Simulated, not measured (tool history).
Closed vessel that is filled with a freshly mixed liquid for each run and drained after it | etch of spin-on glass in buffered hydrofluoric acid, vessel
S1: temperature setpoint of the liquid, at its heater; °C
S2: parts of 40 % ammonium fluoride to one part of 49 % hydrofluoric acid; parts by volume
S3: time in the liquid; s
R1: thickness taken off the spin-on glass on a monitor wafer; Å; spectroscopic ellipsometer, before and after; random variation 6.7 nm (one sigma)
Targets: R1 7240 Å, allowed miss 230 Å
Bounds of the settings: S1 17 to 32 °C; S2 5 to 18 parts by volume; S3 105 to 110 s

run 1 day=0 | S1=24 S2=11 S3=105 | R1=2573.3
run 2 day=0.117 | S1=25 S2=10.5 S3=105 | R1=2843.6
run 3 day=0.154 | S1=26 S2=10 S3=105 | R1=3123.4
run 4 day=0.225 | S1=26 S2=10 S3=110 | R1=3265.6
run 5 day=0.488 | S1=22.5 S2=10 S3=110 | R1=2681.9
run 6 day=0.554 | S1=22.5 S2=12 S3=110 | R1=2261.6
run 7 day=0.608 | S1=23.5 S2=11 S3=110 | R1=2613.8
run 8 day=0.908 | S1=24.5 S2=10.5 S3=110 | R1=2871.4
run 9 day=1.117 | S1=25.5 S2=10 S3=110 | R1=3162.7
run 10 day=1.396 | S1=26 S2=9.5 S3=110 | R1=3342.3
run 11 day=1.529 | S1=30 S2=6 S3=110 | R1=6518.2
run 12 day=1.721 | S1=31 S2=6 S3=110 | R1=6765.8
run 13 day=1.812 | S1=31 S2=6 S3=110 | R1=6895.1

4 next moves are on the table. One of them brings every result within its allowed miss. Which?
run A day=1.904 | S1=29 S2=5.5 S3=110 | R1=?
run B day=1.904 | S1=29.5 S2=6 S3=110 | R1=?
run C day=1.904 | S1=29 S2=5 S3=110 | R1=?
run D day=1.904 | S1=27 S2=5 S3=110 | R1=?

move=A R1=6581.7
move=B R1=6277.7
move=C R1=7132.4
move=D R1=6415.8
A: further off than the last run
B: further off than the last run
C: meets every target
D: further off than the last run
Move C is the one to make.
